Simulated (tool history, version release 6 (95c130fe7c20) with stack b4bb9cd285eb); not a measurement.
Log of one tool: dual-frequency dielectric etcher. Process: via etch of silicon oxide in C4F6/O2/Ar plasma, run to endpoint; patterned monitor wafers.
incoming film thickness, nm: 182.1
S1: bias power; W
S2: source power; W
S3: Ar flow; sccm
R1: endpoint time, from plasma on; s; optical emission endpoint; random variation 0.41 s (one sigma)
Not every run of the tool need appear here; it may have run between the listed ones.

run 1 day=0 | S1=450 S2=450 S3=247 | R1=39.831
run 2 day=0.029 | S1=433 S2=430 S3=250 | R1=40.903
run 3 day=0.342 | S1=367 S2=430 S3=250 | R1=42.982
run 4 day=0.658 | S1=433 S2=430 S3=250 | R1=41.071
run 5 day=0.904 | S1=402 S2=430 S3=250 | R1=41.524
run 6 day=1.271 | S1=402 S2=390 S3=250 | R1=44.414
run 7 day=1.571 | S1=393 S2=380 S3=251 | R1=45.508
run 8 day=1.896 | S1=303 S2=310 S3=261 | R1=55.62
run 9 day=2.038 | S1=307 S2=310 S3=261 | R1=55.48
run 10 day=2.058 | S1=311 S2=310 S3=261 | R1=54.575
run 11 day=2.146 | S1=314 S2=310 S3=261 | R1=54.888
run 12 day=2.242 | S1=355 S2=330 S3=259 | R1=50.53
run 13 day=2.546 | S1=352 S2=330 S3=259 | R1=51.55
run 14 day=2.767 | S1=350 S2=330 S3=259 | R1=51.045

Predict the results of run 15:
run 15 day=2.858 | S1=347 S2=330 S3=259 | R1=?

{"run 15": {"R1": 51.598}}
